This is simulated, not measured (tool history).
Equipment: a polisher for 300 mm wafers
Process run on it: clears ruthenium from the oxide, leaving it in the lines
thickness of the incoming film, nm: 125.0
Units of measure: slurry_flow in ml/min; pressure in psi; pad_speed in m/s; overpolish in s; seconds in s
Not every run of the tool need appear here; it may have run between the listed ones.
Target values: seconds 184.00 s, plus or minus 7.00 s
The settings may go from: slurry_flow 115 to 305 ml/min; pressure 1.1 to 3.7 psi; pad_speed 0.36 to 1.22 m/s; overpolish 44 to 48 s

run    day  slurry_flow  pressure  pad_speed  overpolish  seconds
  1  0.000          195       2.4       0.78          44   109.69
  2  0.042          195       2.2       0.78          44   124.04
  3  0.162          195       2.1       0.78          44   128.60
  4  0.521          195       2.0       0.78          44   133.35
  5  0.675          195       2.0       0.78          44   133.88
  6  0.775          225       2.0       0.78          44   129.11
  7  1.150          215       1.9       0.78          44   138.86
  8  1.446          210       1.8       0.78          44   147.16
  9  1.654          205       1.7       0.78          44   154.84
 10  1.871          200       1.6       0.78          44   162.04
 11  1.942          195       1.6       0.78          44   168.29

5 candidate next runs follow, results not yet known. Just one meets every target within its allowed miss. Identify it.
  A  2.012          165       1.6       0.76          44        ?
  B  2.012          145       1.6       0.78          47        ?
  C  2.012          220       1.7       0.62          48        ?
  D  2.012          165       1.5       0.84          48        ?
  E  2.012          210       1.4       0.90          45        ?

move  seconds
   A   173.71
   B   174.12
   C   183.28
   D   170.94
   E   166.95
A: nearer than the last run, and not there yet
B: nearer than the last run, and not there yet
C: each result inside its tolerance
D: nearer than the last run, and not there yet
E: its largest miss is bigger than the last run's
C is the move that brings every result within its allowed miss.
